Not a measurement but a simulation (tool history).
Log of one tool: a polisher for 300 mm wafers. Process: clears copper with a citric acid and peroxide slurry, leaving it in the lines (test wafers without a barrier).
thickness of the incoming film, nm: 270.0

run	hour	flow of slurry (ml/min)	pressure of the wafer on the pad (kPa)	speed of the pad under the wafer (m/s)	abrasive content of the slurry	overpolish time after the end point (s)	time until the end point was called (s)	dishing of a wide line in a test structure (Å)
1	0.0	170	26.2	1.10	1.0	13	71.939	313.91
2	4.1	170	24.8	1.10	1.0	13	75.655	304.39
3	12.4	170	24.8	1.00	1.0	13	82.293	286.03
4	18.7	170	24.8	1.00	1.2	13	78.353	298.10
5	27.7	170	24.1	1.00	1.2	13	79.331	291.24
6	29.2	170	24.1	1.18	1.2	13	70.495	325.09
7	36.7	170	22.8	1.18	1.2	13	73.729	314.11

The next listed run, before its measurement:
8	42.8	170	21.4	1.18	1.2	13	?	?

{"run 8": {"time until the end point was called (s)": 78.242, "dishing of a wide line in a test structure (Å)": 298.48}}
